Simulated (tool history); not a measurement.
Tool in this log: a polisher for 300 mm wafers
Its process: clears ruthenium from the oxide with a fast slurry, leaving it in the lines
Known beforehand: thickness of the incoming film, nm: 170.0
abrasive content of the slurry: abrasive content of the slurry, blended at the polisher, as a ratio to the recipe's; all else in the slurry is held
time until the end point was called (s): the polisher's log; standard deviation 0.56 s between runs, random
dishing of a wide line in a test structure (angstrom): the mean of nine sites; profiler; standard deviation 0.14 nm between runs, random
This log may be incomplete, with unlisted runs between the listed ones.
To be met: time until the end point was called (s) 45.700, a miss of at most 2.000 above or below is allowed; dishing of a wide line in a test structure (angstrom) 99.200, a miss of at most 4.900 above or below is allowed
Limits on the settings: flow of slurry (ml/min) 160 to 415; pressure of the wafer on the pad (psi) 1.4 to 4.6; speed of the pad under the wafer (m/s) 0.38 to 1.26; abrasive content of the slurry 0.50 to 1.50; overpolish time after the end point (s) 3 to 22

run	hour	flow of slurry (ml/min)	pressure of the wafer on the pad (psi)	speed of the pad under the wafer (m/s)	abrasive content of the slurry	overpolish time after the end point (s)	time until the end point was called (s)	dishing of a wide line in a test structure (angstrom)
1	0.0	265	3.0	0.82	1.00	11	39.202	361.800
2	8.1	265	2.9	0.82	1.00	10	40.682	329.150
3	16.3	265	2.9	0.82	1.00	5	41.331	179.110
4	18.4	265	2.9	0.80	1.00	5	42.685	173.580
5	23.4	265	2.5	0.80	1.00	5	46.728	154.910
6	25.7	270	2.4	0.82	1.05	5	47.236	158.150
7	28.2	255	2.4	0.84	1.00	5	46.424	156.080
8	28.8	245	2.3	0.88	0.95	5	48.046	152.740
9	35.4	235	2.2	0.92	0.95	5	47.413	155.290
10	37.2	255	2.1	0.92	0.95	5	49.019	149.120
11	43.6	255	2.1	0.92	0.95	5	48.274	147.990
12	49.3	275	2.0	0.96	0.90	5	49.518	148.780
13	57.1	260	1.9	0.94	0.95	5	50.863	144.600
14	57.9	185	1.4	0.84	1.20	3	68.829	70.292
15	61.8	185	1.4	0.84	1.20	3	67.584	68.145
16	69.6	195	1.5	0.84	1.25	3	63.116	72.652
17	76.9	195	1.5	0.84	1.25	3	62.479	73.304
18	81.6	210	1.5	0.84	1.25	3	62.306	74.080
19	87.3	225	1.5	0.84	1.25	3	62.182	74.815
20	92.3	235	1.6	0.84	1.25	3	58.758	79.103
21	94.0	245	1.6	0.84	1.25	3	58.179	78.477
22	102.0	255	1.7	0.84	1.25	3	56.067	82.360
23	107.4	260	1.7	0.84	1.25	3	56.220	84.328

5 next moves are on the table. One of them brings every result within its allowed miss. Which?
A	112.8	265	2.6	0.86	1.20	3	?	?
B	112.8	230	2.2	0.86	1.20	3	?	?
C	112.8	230	1.5	1.04	1.10	3	?	?
D	112.8	310	2.1	0.92	1.50	3	?	?
E	112.8	255	2.3	0.98	1.15	3	?	?

move	time until the end point was called (s)	dishing of a wide line in a test structure (angstrom)
A	39.356	113.400
B	45.734	98.382
C	52.441	86.355
D	39.542	112.890
E	39.060	114.200
A: carries the result that was furthest off beyond its target, to the other side
B: every result within its allowed miss
C: an improvement on the last run, though not all results are within tolerance
D: carries the result that was furthest off beyond its target, to the other side
E: carries the result that was furthest off beyond its target, to the other side
Answer: B
